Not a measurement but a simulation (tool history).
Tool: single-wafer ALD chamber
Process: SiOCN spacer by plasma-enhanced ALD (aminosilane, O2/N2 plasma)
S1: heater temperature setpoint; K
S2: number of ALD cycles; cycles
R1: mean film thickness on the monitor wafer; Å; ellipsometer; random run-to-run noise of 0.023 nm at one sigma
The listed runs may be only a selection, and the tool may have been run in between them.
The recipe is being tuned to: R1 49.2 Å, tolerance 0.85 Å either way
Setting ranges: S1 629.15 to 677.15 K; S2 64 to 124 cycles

run  hour      S1   S2      R1
  1     0  653.15   94  54.684
  2   2.5  659.15   94  54.084
  3   6.1  659.15  104  60.496
  4  12.4  659.15  102  59.446
  5  18.2  659.15  100  58.033
  6  21.1  659.15   98   56.96
  7  24.9  659.15   98  56.722
  8  31.7  659.15   97  55.995
  9  35.4  659.15   96  55.976
     43.3  -- thermocouple changed; heater temperature recalibrated
 10  43.3  659.15   95  54.666
 11  44.7  659.15   94  54.674
 12  47.7  659.15   93  53.235

Which single option among these 5 for the next run brings every result within its allowed miss of target? Just one does.
  A  50.7  657.15   88   ?
  B  50.7  661.15   98   ?
  C  50.7  658.15   85   ?
  D  50.7  656.15   89   ?
  E  50.7  659.15  105   ?

move      R1
   A  50.869
   B   56.65
   C  49.135
   D  51.447
   E  60.696
A: closer than the last run, but not yet in spec
B: further off than the last run
C: all results in spec
D: closer than the last run, but not yet in spec
E: further off than the last run
C meets every target.
